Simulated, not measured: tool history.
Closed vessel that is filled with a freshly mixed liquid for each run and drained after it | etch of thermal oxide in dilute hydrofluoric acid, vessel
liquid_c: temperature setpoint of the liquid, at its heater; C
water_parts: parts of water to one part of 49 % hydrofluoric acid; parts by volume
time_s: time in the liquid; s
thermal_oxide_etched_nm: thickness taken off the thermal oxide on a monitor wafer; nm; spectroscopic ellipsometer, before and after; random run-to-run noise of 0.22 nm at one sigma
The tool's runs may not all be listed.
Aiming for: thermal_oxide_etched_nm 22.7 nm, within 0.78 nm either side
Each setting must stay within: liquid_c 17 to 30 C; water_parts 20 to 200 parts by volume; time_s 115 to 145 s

Run 1, day 0: liquid_c 22 C, water_parts 110 parts by volume, time_s 145 s. Result: thermal_oxide_etched_nm 6.3204 nm.
Run 2, day 0.183: liquid_c 24 C, water_parts 90 parts by volume, time_s 145 s. Result: thermal_oxide_etched_nm 8.3926 nm.
Run 3, day 0.533: liquid_c 25.5 C, water_parts 75 parts by volume, time_s 145 s. Result: thermal_oxide_etched_nm 10.902 nm.
Run 4, day 0.617: liquid_c 25.5 C, water_parts 75 parts by volume, time_s 145 s. Result: thermal_oxide_etched_nm 11.15 nm.
Run 5, day 0.8: liquid_c 26.5 C, water_parts 65 parts by volume, time_s 145 s. Result: thermal_oxide_etched_nm 13.351 nm.
Run 6, day 1.142: liquid_c 26.5 C, water_parts 65 parts by volume, time_s 115 s. Result: thermal_oxide_etched_nm 10.555 nm.
Run 7, day 1.288: liquid_c 27 C, water_parts 55 parts by volume, time_s 120 s. Result: thermal_oxide_etched_nm 13.681 nm.
Run 8, day 1.667: liquid_c 30 C, water_parts 30 parts by volume, time_s 120 s. Result: thermal_oxide_etched_nm 28.971 nm.
Run 9, day 1.858: liquid_c 29.5 C, water_parts 30 parts by volume, time_s 120 s. Result: thermal_oxide_etched_nm 28.952 nm.
Run 10, day 1.983: liquid_c 29.5 C, water_parts 30 parts by volume, time_s 120 s. Result: thermal_oxide_etched_nm 28.558 nm.
Run 11, day 2.046: liquid_c 25.5 C, water_parts 35 parts by volume, time_s 120 s. Result: thermal_oxide_etched_nm 20.422 nm.
Run 12, day 2.292: liquid_c 26 C, water_parts 35 parts by volume, time_s 120 s. Result: thermal_oxide_etched_nm 21.503 nm.
Run 13, day 2.542: liquid_c 26.5 C, water_parts 35 parts by volume, time_s 120 s. Result: thermal_oxide_etched_nm 21.719 nm.

Which one of the following 5 next-run settings gets every result inside its allowed miss? There is exactly one.
Run A, day 2.792: liquid_c 26 C, water_parts 35 parts by volume, time_s 120 s. Result: thermal_oxide_etched_nm ?.
Run B, day 2.792: liquid_c 24.5 C, water_parts 35 parts by volume, time_s 125 s. Result: thermal_oxide_etched_nm ?.
Run C, day 2.792: liquid_c 26.5 C, water_parts 35 parts by volume, time_s 115 s. Result: thermal_oxide_etched_nm ?.
Run D, day 2.792: liquid_c 27 C, water_parts 40 parts by volume, time_s 140 s. Result: thermal_oxide_etched_nm ?.
Run E, day 2.792: liquid_c 29.5 C, water_parts 40 parts by volume, time_s 115 s. Result: thermal_oxide_etched_nm ?.

move  thermal_oxide_etched_nm
   A                   21.132
   B                   20.691
   C                   20.671
   D                   22.311
   E                   20.262
A: its largest miss is bigger than the last run's
B: its largest miss is bigger than the last run's
C: its largest miss is bigger than the last run's
D: meets every target
E: its largest miss is bigger than the last run's
So the answer is move D, the one that meets all the targets.

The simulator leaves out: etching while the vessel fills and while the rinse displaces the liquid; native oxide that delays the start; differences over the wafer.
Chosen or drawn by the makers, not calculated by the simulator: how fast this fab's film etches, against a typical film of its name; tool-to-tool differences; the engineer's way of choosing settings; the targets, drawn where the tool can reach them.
